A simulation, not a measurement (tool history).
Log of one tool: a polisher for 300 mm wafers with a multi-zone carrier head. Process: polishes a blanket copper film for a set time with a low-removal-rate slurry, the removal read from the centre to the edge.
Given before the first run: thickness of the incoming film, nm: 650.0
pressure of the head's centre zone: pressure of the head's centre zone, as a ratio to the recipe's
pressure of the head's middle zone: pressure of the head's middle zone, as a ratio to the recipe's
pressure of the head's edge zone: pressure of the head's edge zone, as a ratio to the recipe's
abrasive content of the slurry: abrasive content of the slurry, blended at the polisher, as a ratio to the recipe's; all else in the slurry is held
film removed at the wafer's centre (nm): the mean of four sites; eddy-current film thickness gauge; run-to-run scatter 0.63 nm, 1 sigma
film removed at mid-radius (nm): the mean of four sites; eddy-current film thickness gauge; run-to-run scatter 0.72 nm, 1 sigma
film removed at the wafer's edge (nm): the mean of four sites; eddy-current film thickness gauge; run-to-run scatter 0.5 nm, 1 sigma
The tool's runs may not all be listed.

run,hour,flow of slurry (ml/min),pressure of the head's centre zone,pressure of the head's middle zone,pressure of the head's edge zone,abrasive content of the slurry,polishing time (s),film removed at the wafer's centre (nm),film removed at mid-radius (nm),film removed at the wafer's edge (nm)
1,0,175,1,1,1,1,51,93.244,92.194,91.959
2,8.3,175,1,1,1,1,46,81.635,84.231,81.93
3,11.3,175,1,1,1,1.2,46,86.69,88.317,87.622
4,12.8,175,1,0.99,0.99,1.15,45,85.318,84.774,85.458
5,18.1,150,1,0.99,0.99,1.15,45,84.998,82.029,83.683
6,23.6,150,1,0.99,0.99,1.15,33,61.022,60.878,60.477
7,28.1,145,1,0.98,0.98,1.1,33,59.528,57.978,59.742
8,31,145,1,0.98,0.98,1.1,33,60.384,60.06,58.429
9,35.3,145,1,0.98,0.98,1.1,33,58.694,57.225,59.748
10,41.2,140,1.03,0.94,0.88,0.85,30,51.004,46.523,46.841
11,42.6,145,1.03,0.94,0.89,0.85,30,51.759,47.977,46.796
12,50.8,145,1.03,0.94,0.9,0.85,30,51.49,47.453,47.847

Run 13 is up next; what results do you expect?
# hour 56: worn pad replaced by a new one
13,56,155,1.04,0.94,0.92,0.85,30,?,?,?

film removed at the wafer's centre (nm): 56.181
film removed at mid-radius (nm): 51.228
film removed at the wafer's edge (nm): 52.203

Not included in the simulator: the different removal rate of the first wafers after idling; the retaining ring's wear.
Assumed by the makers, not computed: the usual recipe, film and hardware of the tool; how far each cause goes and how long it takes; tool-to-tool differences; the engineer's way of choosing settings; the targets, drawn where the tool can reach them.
